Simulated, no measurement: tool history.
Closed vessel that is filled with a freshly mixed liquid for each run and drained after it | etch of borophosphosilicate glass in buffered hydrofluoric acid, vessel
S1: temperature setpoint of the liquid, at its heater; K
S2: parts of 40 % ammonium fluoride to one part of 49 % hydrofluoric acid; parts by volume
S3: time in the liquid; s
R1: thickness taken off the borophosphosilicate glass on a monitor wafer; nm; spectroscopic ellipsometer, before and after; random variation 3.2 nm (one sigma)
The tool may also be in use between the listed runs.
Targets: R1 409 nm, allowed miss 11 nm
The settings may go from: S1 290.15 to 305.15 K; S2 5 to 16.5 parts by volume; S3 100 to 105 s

{"run": 1, "hour": 0.0, "S1": 298.15, "S2": 10, "S3": 100, "R1": 309.87}
{"run": 2, "hour": 5.7, "S1": 299.15, "S2": 10, "S3": 100, "R1": 330.9}
{"run": 3, "hour": 14.3, "S1": 302.65, "S2": 10, "S3": 100, "R1": 396.41}
{"run": 4, "hour": 20.9, "S1": 302.65, "S2": 12.5, "S3": 100, "R1": 320.55}
{"run": 5, "hour": 24.2, "S1": 301.15, "S2": 12.5, "S3": 100, "R1": 294.72}
{"run": 6, "hour": 30.3, "S1": 301.15, "S2": 12.5, "S3": 105, "R1": 307.91}
{"run": 7, "hour": 39.4, "S1": 302.15, "S2": 12.5, "S3": 105, "R1": 324.71}
{"run": 8, "hour": 43.5, "S1": 302.65, "S2": 12.5, "S3": 105, "R1": 330.59}
{"run": 9, "hour": 47.9, "S1": 303.15, "S2": 12.5, "S3": 105, "R1": 348.89}
{"run": 10, "hour": 51.0, "S1": 303.65, "S2": 12.5, "S3": 105, "R1": 352.88}
{"run": 11, "hour": 54.3, "S1": 304.15, "S2": 12.5, "S3": 105, "R1": 356.42}
{"run": 12, "hour": 61.6, "S1": 304.65, "S2": 12, "S3": 105, "R1": 380.54}

Which of these 4 next moves meets every target?
{"run": "A", "hour": 68.9, "S1": 304.15, "S2": 9.5, "S3": 100, "R1": "?"}
{"run": "B", "hour": 68.9, "S1": 304.65, "S2": 10, "S3": 100, "R1": "?"}
{"run": "C", "hour": 68.9, "S1": 302.65, "S2": 9.5, "S3": 105, "R1": "?"}
{"run": "D", "hour": 68.9, "S1": 304.15, "S2": 10.5, "S3": 100, "R1": "?"}

move=A R1=439.32
move=B R1=436.34
move=C R1=426.77
move=D R1=405.43
A: takes the result that was furthest off past its target
B: takes the result that was furthest off past its target
C: takes the result that was furthest off past its target
D: meets every target
Answer: D
